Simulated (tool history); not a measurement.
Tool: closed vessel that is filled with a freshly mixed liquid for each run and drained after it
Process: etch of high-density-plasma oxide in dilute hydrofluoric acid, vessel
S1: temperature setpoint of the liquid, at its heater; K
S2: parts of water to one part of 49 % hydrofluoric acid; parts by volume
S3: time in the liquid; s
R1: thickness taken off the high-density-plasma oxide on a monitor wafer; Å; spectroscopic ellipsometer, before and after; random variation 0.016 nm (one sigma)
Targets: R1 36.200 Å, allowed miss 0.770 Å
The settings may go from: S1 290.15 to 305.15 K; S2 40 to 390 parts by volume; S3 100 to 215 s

run  hour      S1   S2   S3      R1
  1   0.0  297.15  215  215  46.985
  2   8.6  297.15  215  215  47.238
  3  17.0  295.65  215  215  44.514
  4  22.8  295.65  180  215  55.364
  5  26.5  292.65  180  215  49.079
  6  29.5  290.65  180  215  45.481
  7  37.5  290.65  190  215  42.117
  8  40.9  290.65  195  215  41.208
  9  45.9  290.65  200  215  40.038
 10  48.3  290.65  205  215  39.152
 11  52.1  290.15  210  215  37.010

5 next moves are on the table. One of them brings every result within its allowed miss. Which?
  A  55.9  290.15  215  215   ?
  B  55.9  291.65  215  215   ?
  C  55.9  291.15  230  215   ?
  D  55.9  290.65  210  215   ?
  E  55.9  290.15  225  215   ?

move      R1
   A  35.827
   B  37.999
   C  34.359
   D  37.582
   E  33.929
A: meets every target
B: further off than the last run
C: takes the result that was furthest off past its target
D: further off than the last run
E: takes the result that was furthest off past its target
Move A is the one to make.

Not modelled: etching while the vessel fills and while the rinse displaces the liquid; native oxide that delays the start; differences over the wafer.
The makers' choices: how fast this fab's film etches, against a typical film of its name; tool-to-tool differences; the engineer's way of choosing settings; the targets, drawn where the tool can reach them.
